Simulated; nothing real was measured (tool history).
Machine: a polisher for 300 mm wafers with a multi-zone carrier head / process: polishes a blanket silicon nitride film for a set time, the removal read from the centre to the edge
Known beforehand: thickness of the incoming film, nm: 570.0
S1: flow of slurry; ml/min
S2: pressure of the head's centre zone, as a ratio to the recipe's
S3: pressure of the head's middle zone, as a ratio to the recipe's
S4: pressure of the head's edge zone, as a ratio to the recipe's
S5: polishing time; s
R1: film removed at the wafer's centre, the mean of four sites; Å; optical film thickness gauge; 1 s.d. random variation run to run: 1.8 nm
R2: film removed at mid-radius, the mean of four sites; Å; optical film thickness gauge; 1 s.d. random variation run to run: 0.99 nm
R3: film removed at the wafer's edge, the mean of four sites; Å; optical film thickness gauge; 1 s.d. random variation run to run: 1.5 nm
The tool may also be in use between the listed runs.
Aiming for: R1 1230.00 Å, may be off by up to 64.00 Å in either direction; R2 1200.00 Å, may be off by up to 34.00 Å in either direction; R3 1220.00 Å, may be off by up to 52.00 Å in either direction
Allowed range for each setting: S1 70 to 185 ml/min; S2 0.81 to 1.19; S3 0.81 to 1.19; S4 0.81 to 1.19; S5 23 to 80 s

{"run": 1, "hour": 0.0, "S1": 120, "S2": 1.0, "S3": 1.0, "S4": 1.0, "S5": 51, "R1": 922.58, "R2": 889.3, "R3": 911.76}
{"run": 2, "hour": 8.4, "S1": 120, "S2": 1.0, "S3": 1.0, "S4": 1.07, "S5": 51, "R1": 942.23, "R2": 892.81, "R3": 942.19}
{"run": 3, "hour": 13.2, "S1": 120, "S2": 0.94, "S3": 1.0, "S4": 1.07, "S5": 51, "R1": 861.3, "R2": 891.78, "R3": 913.91}
{"run": 4, "hour": 16.3, "S1": 120, "S2": 0.95, "S3": 1.01, "S4": 1.08, "S5": 52, "R1": 879.79, "R2": 909.4, "R3": 949.69}
{"run": 5, "hour": 24.8, "S1": 120, "S2": 0.95, "S3": 1.01, "S4": 1.08, "S5": 58, "R1": 1020.8, "R2": 1014.4, "R3": 1053.6}
{"run": 6, "hour": 32.1, "S1": 90, "S2": 0.95, "S3": 1.01, "S4": 1.08, "S5": 58, "R1": 894.27, "R2": 929.36, "R3": 1003.7}
{"run": 7, "hour": 34.3, "S1": 100, "S2": 0.95, "S3": 1.01, "S4": 1.09, "S5": 58, "R1": 934.34, "R2": 958.57, "R3": 1034.5}
{"run": 8, "hour": 40.8, "S1": 110, "S2": 0.95, "S3": 1.01, "S4": 1.1, "S5": 58, "R1": 966.54, "R2": 996.92, "R3": 1048.1}
{"run": 9, "hour": 48.0, "S1": 115, "S2": 0.95, "S3": 1.01, "S4": 1.11, "S5": 58, "R1": 991.9, "R2": 1011.0, "R3": 1103.6}
{"run": 10, "hour": 54.9, "S1": 120, "S2": 0.95, "S3": 1.01, "S4": 1.11, "S5": 58, "R1": 994.98, "R2": 1030.3, "R3": 1069.1}
{"run": 11, "hour": 58.5, "S1": 125, "S2": 0.96, "S3": 1.01, "S4": 1.12, "S5": 58, "R1": 1048.5, "R2": 1032.7, "R3": 1093.4}
{"run": 12, "hour": 60.1, "S1": 130, "S2": 0.96, "S3": 1.01, "S4": 1.13, "S5": 58, "R1": 1038.6, "R2": 1043.5, "R3": 1118.5}
{"run": 13, "hour": 67.6, "S1": 135, "S2": 0.96, "S3": 1.01, "S4": 1.13, "S5": 58, "R1": 1002.9, "R2": 1052.1, "R3": 1144.9}
{"run": 14, "hour": 76.1, "S1": 140, "S2": 0.97, "S3": 1.02, "S4": 1.12, "S5": 58, "R1": 1062.0, "R2": 1055.9, "R3": 1144.5}
{"run": 15, "hour": 77.9, "S1": 145, "S2": 0.97, "S3": 1.03, "S4": 1.11, "S5": 58, "R1": 1073.3, "R2": 1058.6, "R3": 1129.6}
{"run": 16, "hour": 79.5, "S1": 150, "S2": 0.97, "S3": 1.04, "S4": 1.1, "S5": 59, "R1": 1084.1, "R2": 1113.6, "R3": 1153.7}
{"run": 17, "hour": 80.3, "S1": 155, "S2": 0.98, "S3": 1.04, "S4": 1.1, "S5": 59, "R1": 1109.4, "R2": 1133.7, "R3": 1145.5}
{"run": 18, "hour": 86.1, "S1": 160, "S2": 0.99, "S3": 1.04, "S4": 1.1, "S5": 59, "R1": 1135.7, "R2": 1130.1, "R3": 1146.3}
{"run": 19, "hour": 95.0, "S1": 170, "S2": 1.01, "S3": 1.05, "S4": 1.12, "S5": 60, "R1": 1191.7, "R2": 1171.7, "R3": 1148.6}

Consider the 4 candidate settings below. Which is the only one whose results all fall within their allowed miss of target?
{"run": "A", "hour": 103.9, "S1": 180, "S2": 1.01, "S3": 1.13, "S4": 0.96, "S5": 57, "R1": "?", "R2": "?", "R3": "?"}
{"run": "B", "hour": 103.9, "S1": 180, "S2": 1.05, "S3": 1.19, "S4": 1.12, "S5": 54, "R1": "?", "R2": "?", "R3": "?"}
{"run": "C", "hour": 103.9, "S1": 175, "S2": 1.19, "S3": 1.18, "S4": 1.07, "S5": 56, "R1": "?", "R2": "?", "R3": "?"}
{"run": "D", "hour": 103.9, "S1": 145, "S2": 1.02, "S3": 1.03, "S4": 1.06, "S5": 64, "R1": "?", "R2": "?", "R3": "?"}

move=A R1=1142.10 R2=1159.20 R3=1062.50
move=B R1=1125.50 R2=1137.40 R3=1077.10
move=C R1=1317.00 R2=1166.40 R3=1090.30
move=D R1=1237.40 R2=1175.20 R3=1211.50
A: its largest miss is bigger than the last run's
B: its largest miss is bigger than the last run's
C: its largest miss is bigger than the last run's
D: each result inside its tolerance
Answer: D
